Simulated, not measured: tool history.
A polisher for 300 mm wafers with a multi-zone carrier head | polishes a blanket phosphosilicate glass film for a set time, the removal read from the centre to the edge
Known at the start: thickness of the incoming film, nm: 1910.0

| run | hour | flow of slurry (ml/min) | pressure of the head's centre zone | pressure of the head's middle zone | pressure of the head's edge zone | abrasive content of the slurry | polishing time (s) | film removed at the wafer's centre (nm) | film removed at mid-radius (nm) | film removed at the wafer's edge (nm) |
|---|---|---|---|---|---|---|---|---|---|---|
| 1 | 0 | 240 | 1 | 1 | 1 | 1 | 55 | 377.56 | 380.25 | 363.99 |
| 2 | 2 | 245 | 1 | 1.03 | 1.03 | 1.1 | 55 | 399.31 | 404.75 | 375.81 |
| 3 | 7 | 245 | 1.07 | 1.03 | 1.03 | 1.1 | 55 | 412.27 | 417.85 | 379.19 |
| 4 | 15 | 235 | 1.03 | 1.05 | 1.06 | 1.2 | 56 | 415.36 | 439.44 | 411.88 |
| 5 | 18.7 | 235 | 0.98 | 1.05 | 1.06 | 1.2 | 56 | 405.25 | 434.72 | 407.24 |
| 6 | 19.2 | 235 | 0.98 | 1.05 | 1.06 | 1.4 | 56 | 426.09 | 466.66 | 439.92 |

Expected results for the next run?
| 7 | 20.1 | 245 | 0.99 | 1.06 | 1.07 | 1.4 | 56 | ? | ? | ? |

film removed at the wafer's centre (nm): 437.85
film removed at mid-radius (nm): 475.15
film removed at the wafer's edge (nm): 442.34

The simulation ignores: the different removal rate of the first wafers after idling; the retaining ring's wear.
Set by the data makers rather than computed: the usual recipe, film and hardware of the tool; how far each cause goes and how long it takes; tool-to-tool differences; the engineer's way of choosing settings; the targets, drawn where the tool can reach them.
